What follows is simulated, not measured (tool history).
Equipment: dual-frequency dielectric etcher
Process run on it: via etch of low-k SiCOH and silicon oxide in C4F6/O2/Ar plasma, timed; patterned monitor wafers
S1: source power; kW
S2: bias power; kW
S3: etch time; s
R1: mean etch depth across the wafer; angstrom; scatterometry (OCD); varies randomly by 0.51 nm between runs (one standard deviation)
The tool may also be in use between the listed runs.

run 1 hour=0.0 | S1=0.300 S2=0.225 S3=87.5 | R1=2062.4
run 2 hour=3.1 | S1=0.300 S2=0.253 S3=87.5 | R1=2155.2
run 3 hour=7.6 | S1=0.300 S2=0.227 S3=87.5 | R1=2068.1
run 4 hour=15.7 | S1=0.300 S2=0.227 S3=91.5 | R1=2161.8
run 5 hour=18.9 | S1=0.320 S2=0.228 S3=91.5 | R1=2214.5
run 6 hour=19.5 | S1=0.330 S2=0.230 S3=91.5 | R1=2244.8
run 7 hour=24.2 | S1=0.340 S2=0.232 S3=91.5 | R1=2277.2

Run 8, settings as shown, results not yet in. Your forecast:
run 8 hour=29.8 | S1=0.350 S2=0.233 S3=91.5 | R1=?

R1: 2295.3 angstrom
